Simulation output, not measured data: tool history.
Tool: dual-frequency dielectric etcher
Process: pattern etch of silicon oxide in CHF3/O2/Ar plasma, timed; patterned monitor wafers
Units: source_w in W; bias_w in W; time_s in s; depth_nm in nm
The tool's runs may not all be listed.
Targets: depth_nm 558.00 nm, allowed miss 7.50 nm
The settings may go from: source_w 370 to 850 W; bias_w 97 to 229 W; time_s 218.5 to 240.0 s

Run 1, hour 0.0: source_w 610 W, bias_w 163 W, time_s 240.0 s. Result: depth_nm 510.97 nm.
Run 2, hour 4.2: source_w 610 W, bias_w 190 W, time_s 240.0 s. Result: depth_nm 536.97 nm.
Run 3, hour 10.0: source_w 550 W, bias_w 190 W, time_s 240.0 s. Result: depth_nm 515.04 nm.
Run 4, hour 13.0: source_w 550 W, bias_w 205 W, time_s 240.0 s. Result: depth_nm 531.41 nm.
Run 5, hour 20.6: source_w 560 W, bias_w 205 W, time_s 240.0 s. Result: depth_nm 533.35 nm.
Run 6, hour 23.9: source_w 560 W, bias_w 205 W, time_s 218.5 s. Result: depth_nm 486.12 nm.
Run 7, hour 31.4: source_w 600 W, bias_w 207 W, time_s 218.5 s. Result: depth_nm 501.02 nm.
Run 8, hour 35.8: source_w 640 W, bias_w 209 W, time_s 218.5 s. Result: depth_nm 517.10 nm.

4 next moves are on the table. One of them brings every result within its allowed miss. Which?
Run A, hour 40.2: source_w 680 W, bias_w 222 W, time_s 240.0 s. Result: depth_nm ?.
Run B, hour 40.2: source_w 500 W, bias_w 196 W, time_s 230.5 s. Result: depth_nm ?.
Run C, hour 40.2: source_w 680 W, bias_w 207 W, time_s 231.0 s. Result: depth_nm ?.
Run D, hour 40.2: source_w 650 W, bias_w 223 W, time_s 221.5 s. Result: depth_nm ?.

move  depth_nm
   A    596.93
   B    481.07
   C    560.34
   D    541.52
A: takes the result that was furthest off past its target
B: further off than the last run
C: meets every target
D: nearer than the last run, and not there yet
Move C is the one to make.
